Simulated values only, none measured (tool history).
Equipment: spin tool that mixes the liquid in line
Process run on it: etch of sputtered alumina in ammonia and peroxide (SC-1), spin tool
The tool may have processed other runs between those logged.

| run | hour | temperature setpoint of the liquid (C) | parts of 29 % ammonia solution to one part of 30 % peroxide (parts by volume) | time under the liquid (s) | thickness taken off the sputtered alumina on a monitor wafer (nm) |
|---|---|---|---|---|---|
| 1 | 0.0 | 52.0 | 0.45 | 40 | 3.8885 |
| 2 | 4.2 | 53.0 | 0.45 | 40 | 4.1347 |
| 3 | 7.4 | 53.0 | 0.35 | 40 | 4.0479 |
| 4 | 8.6 | 53.0 | 0.45 | 40 | 4.1361 |
| 5 | 16.1 | 53.0 | 0.45 | 40 | 4.0889 |
| 6 | 23.2 | 53.5 | 0.45 | 40 | 4.2668 |
| 7 | 26.2 | 54.0 | 0.45 | 40 | 4.3387 |
| 8 | 33.6 | 54.5 | 0.45 | 40 | 4.4422 |
| 9 | 35.2 | 55.0 | 0.45 | 40 | 4.5812 |

The next listed run, before its measurement:
| 10 | 38.3 | 55.5 | 0.45 | 40 | ? |

Run 10 measured thickness taken off the sputtered alumina on a monitor wafer (nm) 4.6922.

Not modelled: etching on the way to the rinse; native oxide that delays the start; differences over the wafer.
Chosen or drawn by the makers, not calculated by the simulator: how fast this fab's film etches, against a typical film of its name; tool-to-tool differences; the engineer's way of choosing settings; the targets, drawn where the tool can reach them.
